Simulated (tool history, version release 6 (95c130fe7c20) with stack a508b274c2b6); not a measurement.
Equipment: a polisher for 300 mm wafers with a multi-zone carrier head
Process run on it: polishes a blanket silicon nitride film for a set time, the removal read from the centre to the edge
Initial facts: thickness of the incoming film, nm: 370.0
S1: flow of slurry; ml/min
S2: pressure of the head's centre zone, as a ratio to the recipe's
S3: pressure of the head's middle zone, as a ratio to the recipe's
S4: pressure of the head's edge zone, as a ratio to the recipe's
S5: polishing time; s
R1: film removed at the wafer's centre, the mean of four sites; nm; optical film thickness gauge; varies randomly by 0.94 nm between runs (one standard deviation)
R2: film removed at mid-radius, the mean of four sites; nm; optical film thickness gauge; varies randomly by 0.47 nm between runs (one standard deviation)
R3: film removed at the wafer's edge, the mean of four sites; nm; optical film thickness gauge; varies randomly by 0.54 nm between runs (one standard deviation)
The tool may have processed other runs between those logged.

run 1 hour=0.0 | S1=150 S2=1.00 S3=1.00 S4=1.00 S5=63 | R1=82.535 R2=84.730 R3=88.250
run 2 hour=4.3 | S1=150 S2=1.00 S3=1.03 S4=1.00 S5=63 | R1=80.116 R2=86.517 R3=88.429
run 3 hour=8.6 | S1=125 S2=1.00 S3=1.03 S4=1.00 S5=63 | R1=77.495 R2=82.854 R3=86.210
run 4 hour=16.2 | S1=125 S2=1.08 S3=1.03 S4=1.00 S5=63 | R1=84.947 R2=83.281 R3=85.302
run 5 hour=23.3 | S1=115 S2=1.08 S3=1.02 S4=0.98 S5=63 | R1=83.023 R2=81.044 R3=84.246
run 6 hour=28.6 | S1=110 S2=1.08 S3=1.01 S4=0.96 S5=63 | R1=81.475 R2=80.805 R3=82.328
run 7 hour=30.9 | S1=105 S2=1.08 S3=0.99 S4=0.96 S5=63 | R1=80.894 R2=78.227 R3=84.020
run 8 hour=39.2 | S1=105 S2=1.08 S3=0.99 S4=0.96 S5=63 | R1=81.627 R2=77.038 R3=83.183

Predict the results of run 9:
run 9 hour=41.3 | S1=100 S2=1.08 S3=0.99 S4=0.95 S5=63 | R1=? R2=? R3=?

R1: 78.077 nm
R2: 77.443 nm
R3: 81.426 nm
